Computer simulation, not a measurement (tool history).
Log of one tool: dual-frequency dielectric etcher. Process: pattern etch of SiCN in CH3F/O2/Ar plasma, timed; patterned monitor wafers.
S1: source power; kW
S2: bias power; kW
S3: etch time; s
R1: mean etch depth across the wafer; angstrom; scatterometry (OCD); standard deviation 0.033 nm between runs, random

Run 1, day 0.000: S1 0.500 kW, S2 0.104 kW, S3 37.5 s. Result: R1 156.28 angstrom.
Run 2, day 0.354: S1 0.500 kW, S2 0.104 kW, S3 37.5 s. Result: R1 155.20 angstrom.
Run 3, day 0.629: S1 0.500 kW, S2 0.104 kW, S3 37.5 s. Result: R1 155.96 angstrom.
Run 4, day 0.762: S1 0.480 kW, S2 0.103 kW, S3 37.5 s. Result: R1 152.65 angstrom.
Run 5, day 0.812: S1 0.460 kW, S2 0.103 kW, S3 37.5 s. Result: R1 150.66 angstrom.
Run 6, day 1.150: S1 0.410 kW, S2 0.103 kW, S3 37.5 s. Result: R1 143.50 angstrom.
At day 1.329: wet clean of the chamber.
Run 7, day 1.329: S1 0.400 kW, S2 0.103 kW, S3 37.5 s. Result: R1 147.75 angstrom.

Run 8, settings as shown, results not yet in. Your forecast:
Run 8, day 1.483: S1 0.350 kW, S2 0.086 kW, S3 37.0 s. Result: R1 ?.

Logged for run 8: R1 130.13 angstrom.

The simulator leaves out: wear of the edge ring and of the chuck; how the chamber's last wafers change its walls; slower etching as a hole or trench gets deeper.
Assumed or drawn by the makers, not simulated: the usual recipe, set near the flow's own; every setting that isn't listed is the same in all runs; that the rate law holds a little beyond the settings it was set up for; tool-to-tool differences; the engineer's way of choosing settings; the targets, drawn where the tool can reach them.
